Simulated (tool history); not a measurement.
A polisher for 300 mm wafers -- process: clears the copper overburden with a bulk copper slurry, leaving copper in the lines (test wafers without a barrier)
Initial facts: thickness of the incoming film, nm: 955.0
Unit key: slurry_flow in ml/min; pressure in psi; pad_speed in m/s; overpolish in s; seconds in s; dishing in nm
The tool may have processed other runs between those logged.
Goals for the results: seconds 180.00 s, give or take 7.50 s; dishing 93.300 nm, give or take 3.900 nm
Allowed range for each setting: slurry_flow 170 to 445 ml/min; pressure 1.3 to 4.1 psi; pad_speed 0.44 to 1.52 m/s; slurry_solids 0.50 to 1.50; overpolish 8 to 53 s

{"run": 1, "hour": 0.0, "slurry_flow": 285, "pressure": 2.7, "pad_speed": 0.98, "slurry_solids": 1.0, "overpolish": 27, "seconds": 127.69, "dishing": 97.688}
{"run": 2, "hour": 6.2, "slurry_flow": 285, "pressure": 2.6, "pad_speed": 0.98, "slurry_solids": 1.0, "overpolish": 29, "seconds": 131.07, "dishing": 100.02}
{"run": 3, "hour": 12.8, "slurry_flow": 235, "pressure": 2.6, "pad_speed": 0.98, "slurry_solids": 1.0, "overpolish": 29, "seconds": 130.41, "dishing": 100.69}
{"run": 4, "hour": 21.0, "slurry_flow": 235, "pressure": 2.5, "pad_speed": 0.98, "slurry_solids": 1.0, "overpolish": 30, "seconds": 135.92, "dishing": 100.35}
{"run": 5, "hour": 27.8, "slurry_flow": 235, "pressure": 2.4, "pad_speed": 0.98, "slurry_solids": 1.0, "overpolish": 31, "seconds": 137.8, "dishing": 99.954}
{"run": 6, "hour": 35.2, "slurry_flow": 235, "pressure": 2.4, "pad_speed": 0.98, "slurry_solids": 1.0, "overpolish": 39, "seconds": 142.04, "dishing": 109.8}
{"run": 7, "hour": 40.8, "slurry_flow": 235, "pressure": 2.3, "pad_speed": 0.98, "slurry_solids": 1.0, "overpolish": 39, "seconds": 145.76, "dishing": 108.46}
{"run": 8, "hour": 45.1, "slurry_flow": 235, "pressure": 2.2, "pad_speed": 0.98, "slurry_solids": 1.0, "overpolish": 39, "seconds": 147.99, "dishing": 106.67}
{"run": 9, "hour": 47.2, "slurry_flow": 235, "pressure": 2.1, "pad_speed": 0.98, "slurry_solids": 1.0, "overpolish": 39, "seconds": 154.88, "dishing": 103.95}
{"run": 10, "hour": 48.3, "slurry_flow": 235, "pressure": 2.0, "pad_speed": 0.98, "slurry_solids": 1.0, "overpolish": 39, "seconds": 164.48, "dishing": 99.292}
{"run": 11, "hour": 53.0, "slurry_flow": 235, "pressure": 2.0, "pad_speed": 0.98, "slurry_solids": 1.0, "overpolish": 39, "seconds": 161.22, "dishing": 101.35}
{"run": 12, "hour": 57.1, "slurry_flow": 235, "pressure": 1.9, "pad_speed": 0.98, "slurry_solids": 1.0, "overpolish": 39, "seconds": 169.45, "dishing": 98.617}

Exercise: of the 4 proposed moves below, exactly one satisfies all targets within the stated allowed misses. Which move is it?
{"run": "A", "hour": 61.2, "slurry_flow": 215, "pressure": 2.3, "pad_speed": 0.68, "slurry_solids": 1.0, "overpolish": 45, "seconds": "?", "dishing": "?"}
{"run": "B", "hour": 61.2, "slurry_flow": 255, "pressure": 1.7, "pad_speed": 1.02, "slurry_solids": 0.9, "overpolish": 39, "seconds": "?", "dishing": "?"}
{"run": "C", "hour": 61.2, "slurry_flow": 220, "pressure": 1.9, "pad_speed": 0.7, "slurry_solids": 1.05, "overpolish": 52, "seconds": "?", "dishing": "?"}
{"run": "D", "hour": 61.2, "slurry_flow": 195, "pressure": 1.5, "pad_speed": 1.08, "slurry_solids": 0.95, "overpolish": 36, "seconds": "?", "dishing": "?"}

move=A seconds=178.18 dishing=106.300
move=B seconds=181.83 dishing=93.143
move=C seconds=202.26 dishing=103.750
move=D seconds=194.64 dishing=84.372
A: corrects the largest miss of the last run, while another result sits out of spec
B: meets every target
C: moves the result that the last run missed by most past its target, out the other side
D: moves the result that the last run missed by most past its target, out the other side
So the answer is move B, the one that meets all the targets.
